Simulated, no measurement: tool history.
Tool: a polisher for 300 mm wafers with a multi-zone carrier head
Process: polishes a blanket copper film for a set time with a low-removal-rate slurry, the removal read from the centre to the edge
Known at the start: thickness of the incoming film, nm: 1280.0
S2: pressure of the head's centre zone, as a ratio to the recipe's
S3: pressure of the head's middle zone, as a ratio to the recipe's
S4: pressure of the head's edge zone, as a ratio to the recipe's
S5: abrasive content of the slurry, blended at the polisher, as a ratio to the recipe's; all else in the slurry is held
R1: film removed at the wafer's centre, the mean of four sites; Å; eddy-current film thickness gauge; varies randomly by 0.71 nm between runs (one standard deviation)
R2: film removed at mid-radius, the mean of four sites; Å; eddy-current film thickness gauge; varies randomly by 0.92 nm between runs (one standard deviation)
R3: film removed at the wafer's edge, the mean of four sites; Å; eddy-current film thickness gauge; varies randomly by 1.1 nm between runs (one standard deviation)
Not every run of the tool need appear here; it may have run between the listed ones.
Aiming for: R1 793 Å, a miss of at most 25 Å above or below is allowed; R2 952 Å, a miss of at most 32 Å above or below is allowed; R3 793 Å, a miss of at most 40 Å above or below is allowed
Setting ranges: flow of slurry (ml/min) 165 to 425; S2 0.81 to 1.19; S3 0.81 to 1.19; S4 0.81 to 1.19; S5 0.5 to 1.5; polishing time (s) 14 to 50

Run 1, hour 0: flow of slurry (ml/min) 275, S2 1, S3 1, S4 1, S5 1, polishing time (s) 32. Result: R1 923.61 Å, R2 922.6 Å, R3 939.03 Å.
Run 2, hour 1.8: flow of slurry (ml/min) 275, S2 1, S3 1, S4 1, S5 0.8, polishing time (s) 32. Result: R1 890.2 Å, R2 897.04 Å, R3 874.02 Å.
Run 3, hour 2.6: flow of slurry (ml/min) 265, S2 0.97, S3 1.03, S4 0.97, S5 0.75, polishing time (s) 32. Result: R1 855.5 Å, R2 911 Å, R3 882.4 Å.
Run 4, hour 10.6: flow of slurry (ml/min) 265, S2 0.93, S3 1.03, S4 0.97, S5 0.75, polishing time (s) 32. Result: R1 825.4 Å, R2 899.64 Å, R3 871.42 Å.
Run 5, hour 17.4: flow of slurry (ml/min) 280, S2 0.93, S3 1.07, S4 0.94, S5 0.65, polishing time (s) 32. Result: R1 814.22 Å, R2 919.65 Å, R3 845.01 Å.
Run 6, hour 19.1: flow of slurry (ml/min) 280, S2 0.93, S3 1.07, S4 0.94, S5 0.65, polishing time (s) 25. Result: R1 633.25 Å, R2 714.25 Å, R3 654.89 Å.
Run 7, hour 26: flow of slurry (ml/min) 290, S2 0.94, S3 1.11, S4 0.93, S5 0.85, polishing time (s) 26. Result: R1 697.13 Å, R2 791.84 Å, R3 723.55 Å.
Run 8, hour 35: flow of slurry (ml/min) 305, S2 0.94, S3 1.14, S4 0.89, S5 0.9, polishing time (s) 27. Result: R1 742.1 Å, R2 883.7 Å, R3 751.57 Å.

Exactly one of the 5 candidate moves below puts every result within its allowed miss. Which one?
Run A, hour 44: flow of slurry (ml/min) 290, S2 0.93, S3 1.15, S4 0.85, S5 1.1, polishing time (s) 28. Result: R1 ?, R2 ?, R3 ?.
Run B, hour 44: flow of slurry (ml/min) 250, S2 0.89, S3 0.99, S4 1.02, S5 1.15, polishing time (s) 30. Result: R1 ?, R2 ?, R3 ?.
Run C, hour 44: flow of slurry (ml/min) 250, S2 0.86, S3 1.05, S4 1.03, S5 1.1, polishing time (s) 29. Result: R1 ?, R2 ?, R3 ?.
Run D, hour 44: flow of slurry (ml/min) 265, S2 0.97, S3 0.98, S4 1.02, S5 1, polishing time (s) 28. Result: R1 ?, R2 ?, R3 ?.
Run E, hour 44: flow of slurry (ml/min) 275, S2 0.88, S3 1.01, S4 1.04, S5 1, polishing time (s) 31. Result: R1 ?, R2 ?, R3 ?.

move      R1      R2      R3
   A  776.76  940.97  753.64
   B  786.69  879.34  870.74
   C  728.39  885.65  837.24
   D   785.2  796.97  794.98
   E  792.08  909.54  890.56
A: meets every target
B: moves away from the targets compared with the last run
C: moves away from the targets compared with the last run
D: moves away from the targets compared with the last run
E: moves away from the targets compared with the last run
So the answer is move A, the one that meets all the targets.
